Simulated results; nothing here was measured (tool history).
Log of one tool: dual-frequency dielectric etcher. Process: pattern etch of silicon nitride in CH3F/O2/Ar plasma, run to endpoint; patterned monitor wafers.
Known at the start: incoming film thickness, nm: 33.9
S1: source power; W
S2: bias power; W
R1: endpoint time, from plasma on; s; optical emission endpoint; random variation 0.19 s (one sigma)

{"run": 1, "hour": 0.0, "S1": 480, "S2": 70, "R1": 46.574}
{"run": 2, "hour": 4.7, "S1": 510, "S2": 70, "R1": 45.467}
{"run": 3, "hour": 9.5, "S1": 530, "S2": 72, "R1": 44.54}
{"run": 4, "hour": 11.3, "S1": 530, "S2": 63, "R1": 46.556}
{"run": 5, "hour": 17.1, "S1": 500, "S2": 63, "R1": 47.682}
{"run": 6, "hour": 18.7, "S1": 520, "S2": 66, "R1": 45.605}
{"run": 7, "hour": 21.9, "S1": 540, "S2": 68, "R1": 44.671}
{"run": 8, "hour": 30.1, "S1": 560, "S2": 70, "R1": 43.393}

The next listed run, before its measurement:
{"run": 9, "hour": 34.9, "S1": 570, "S2": 71, "R1": "?"}

{"run 9": {"R1": 43.048}}
